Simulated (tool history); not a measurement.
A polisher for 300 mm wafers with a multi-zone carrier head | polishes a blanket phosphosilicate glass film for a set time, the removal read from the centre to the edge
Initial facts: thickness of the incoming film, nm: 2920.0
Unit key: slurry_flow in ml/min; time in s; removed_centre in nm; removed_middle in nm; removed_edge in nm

Run 1, hour 0: slurry_flow 200 ml/min, centre_zone 1, middle_zone 1, edge_zone 1, slurry_solids 1, time 41 s. Result: removed_centre 417.55 nm, removed_middle 451.71 nm, removed_edge 430.92 nm.
Run 2, hour 8.8: slurry_flow 205 ml/min, centre_zone 1.01, middle_zone 1, edge_zone 1.02, slurry_solids 1.05, time 41 s. Result: removed_centre 437.15 nm, removed_middle 463.03 nm, removed_edge 445.39 nm.
Run 3, hour 13.8: slurry_flow 205 ml/min, centre_zone 1.01, middle_zone 1, edge_zone 1.04, slurry_solids 1.1, time 41 s. Result: removed_centre 449.06 nm, removed_middle 464.33 nm, removed_edge 462.67 nm.
Run 4, hour 16.6: slurry_flow 205 ml/min, centre_zone 1.01, middle_zone 1, edge_zone 1.04, slurry_solids 1.1, time 34 s. Result: removed_centre 365.74 nm, removed_middle 391.7 nm, removed_edge 382.76 nm.
Run 5, hour 22.9: slurry_flow 170 ml/min, centre_zone 1.01, middle_zone 1, edge_zone 1.04, slurry_solids 1.1, time 34 s. Result: removed_centre 358.97 nm, removed_middle 374.93 nm, removed_edge 369.66 nm.
Run 6, hour 31.5: slurry_flow 185 ml/min, centre_zone 1.02, middle_zone 1, edge_zone 1.06, slurry_solids 1.15, time 35 s. Result: removed_centre 387.34 nm, removed_middle 403.59 nm, removed_edge 406.19 nm.
Run 7, hour 37.8: slurry_flow 195 ml/min, centre_zone 1.03, middle_zone 1.01, edge_zone 1.08, slurry_solids 1.2, time 35 s. Result: removed_centre 400.65 nm, removed_middle 426.52 nm, removed_edge 411.98 nm.
Run 8, hour 43.9: slurry_flow 140 ml/min, centre_zone 1.03, middle_zone 0.91, edge_zone 1.11, slurry_solids 1.45, time 46 s. Result: removed_centre 525.48 nm, removed_middle 513.36 nm, removed_edge 554.11 nm.
Run 9, hour 47.7: slurry_flow 140 ml/min, centre_zone 1.03, middle_zone 0.91, edge_zone 1.11, slurry_solids 1.45, time 46 s. Result: removed_centre 513.82 nm, removed_middle 504.12 nm, removed_edge 561.08 nm.
Run 10, hour 53.1: slurry_flow 145 ml/min, centre_zone 1.03, middle_zone 0.91, edge_zone 1.11, slurry_solids 1.45, time 46 s. Result: removed_centre 527.05 nm, removed_middle 521.1 nm, removed_edge 567.06 nm.
Run 11, hour 57.4: slurry_flow 150 ml/min, centre_zone 1.03, middle_zone 0.91, edge_zone 1.11, slurry_solids 1.45, time 46 s. Result: removed_centre 539.07 nm, removed_middle 521.44 nm, removed_edge 570.17 nm.

What will run 12 give?
Run 12, hour 61.2: slurry_flow 160 ml/min, centre_zone 1.02, middle_zone 0.92, edge_zone 1.11, slurry_solids 1.45, time 46 s. Result: removed_centre ?, removed_middle ?, removed_edge ?.

{"run 12": {"removed_centre": 534.98, "removed_middle": 531.25, "removed_edge": 571.35}}

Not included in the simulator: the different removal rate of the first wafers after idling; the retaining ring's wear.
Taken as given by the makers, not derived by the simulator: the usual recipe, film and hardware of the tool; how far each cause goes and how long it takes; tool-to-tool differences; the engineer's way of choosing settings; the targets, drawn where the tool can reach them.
